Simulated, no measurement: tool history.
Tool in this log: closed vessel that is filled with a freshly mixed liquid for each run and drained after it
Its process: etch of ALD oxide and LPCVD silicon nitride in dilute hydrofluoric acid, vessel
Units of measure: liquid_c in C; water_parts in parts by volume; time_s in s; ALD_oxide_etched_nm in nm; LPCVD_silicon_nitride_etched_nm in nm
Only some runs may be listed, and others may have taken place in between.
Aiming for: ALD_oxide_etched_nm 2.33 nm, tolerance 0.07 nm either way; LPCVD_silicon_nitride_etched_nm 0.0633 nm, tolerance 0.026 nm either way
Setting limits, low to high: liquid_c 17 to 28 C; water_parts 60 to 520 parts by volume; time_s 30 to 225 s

| run | hour | liquid_c | water_parts | time_s | ALD_oxide_etched_nm | LPCVD_silicon_nitride_etched_nm |
|---|---|---|---|---|---|---|
| 1 | 0 | 20 | 290 | 115 | 6.1938 | 0.1766 |
| 2 | 6.7 | 20 | 215 | 115 | 8.9271 | 0.22797 |
| 3 | 14.1 | 17.5 | 215 | 115 | 8.2574 | 0.22092 |
| 4 | 19.9 | 17.5 | 215 | 90 | 6.3862 | 0.15078 |
| 5 | 24.9 | 17.5 | 175 | 90 | 8.0784 | 0.13975 |
| 6 | 28.4 | 17.5 | 130 | 90 | 11.571 | 0.21835 |
| 7 | 32.7 | 17.5 | 180 | 90 | 7.9156 | 0.17415 |
| 8 | 38.3 | 17.5 | 225 | 90 | 6.1206 | 0.1326 |
| 9 | 45.6 | 18 | 340 | 90 | 3.7411 | 0.093043 |
| 10 | 52.9 | 18 | 360 | 90 | 3.4996 | 0.10374 |
| 11 | 53.5 | 18 | 375 | 90 | 3.2636 | 0.085044 |
| 12 | 58.7 | 17.5 | 460 | 90 | 2.4838 | 0.081146 |

Which one of the following 4 next-run settings gets every result inside its allowed miss? There is exactly one.
| A | 63.9 | 17 | 395 | 70 | ? | ? |
| B | 63.9 | 17.5 | 345 | 65 | ? | ? |
| C | 63.9 | 17 | 330 | 60 | ? | ? |
| D | 63.9 | 17 | 420 | 90 | ? | ? |

| move | ALD_oxide_etched_nm | LPCVD_silicon_nitride_etched_nm |
|---|---|---|
| A | 2.2926 | 0.076268 |
| B | 2.5831 | 0.083115 |
| C | 2.4771 | 0.077481 |
| D | 2.7192 | 0.092548 |
A: hits every target within its allowed miss
B: misses by more than the last run did
C: no nearer and no further than the last run
D: misses by more than the last run did
Correct choice: A, which meets every target

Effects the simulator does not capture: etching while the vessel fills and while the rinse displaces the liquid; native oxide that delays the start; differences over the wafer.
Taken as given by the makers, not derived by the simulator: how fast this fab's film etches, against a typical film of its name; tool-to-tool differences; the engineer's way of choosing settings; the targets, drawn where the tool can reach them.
